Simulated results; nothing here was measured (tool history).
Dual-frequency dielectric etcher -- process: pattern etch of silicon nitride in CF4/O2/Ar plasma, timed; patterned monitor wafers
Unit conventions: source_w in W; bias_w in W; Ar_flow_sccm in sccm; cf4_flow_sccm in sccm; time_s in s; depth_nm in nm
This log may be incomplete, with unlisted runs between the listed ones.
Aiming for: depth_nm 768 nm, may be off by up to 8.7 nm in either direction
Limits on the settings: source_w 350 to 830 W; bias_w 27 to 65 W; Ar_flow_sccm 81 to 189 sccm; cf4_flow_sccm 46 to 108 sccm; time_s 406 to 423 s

run,hour,source_w,bias_w,Ar_flow_sccm,cf4_flow_sccm,time_s,depth_nm
1,0,590,46,135,77,406,842.03
2,8.7,580,46,135,77,406,828.17
3,16.1,580,46,150,77,406,817.83
4,25.1,570,46,150,77,406,806.39
5,32.8,570,46,164,77,406,795.35
6,41.1,570,50,164,77,406,819.72
7,48.3,560,50,164,77,406,806.68
8,52,550,50,164,77,406,791.27
9,58.4,540,50,164,77,406,784.38

Below are 5 possible settings for the next run. Only one of them brings all results inside the allowed miss of their targets. Which is it?
A,64.8,430,55,128,93,418.5,?
B,64.8,550,53,171,80,407.5,?
C,64.8,510,50,166,84,412,?
D,64.8,560,40,151,64,415.5,?
E,64.8,550,51,189,72,420,?

move,depth_nm
A,744.51
B,815.67
C,771.98
D,752.02
E,802.39
A: takes the biggest miss from the last run beyond its target
B: its largest miss is bigger than the last run's
C: every result within its allowed miss
D: takes the biggest miss from the last run beyond its target
E: its largest miss is bigger than the last run's
C is the move that brings every result within its allowed miss.
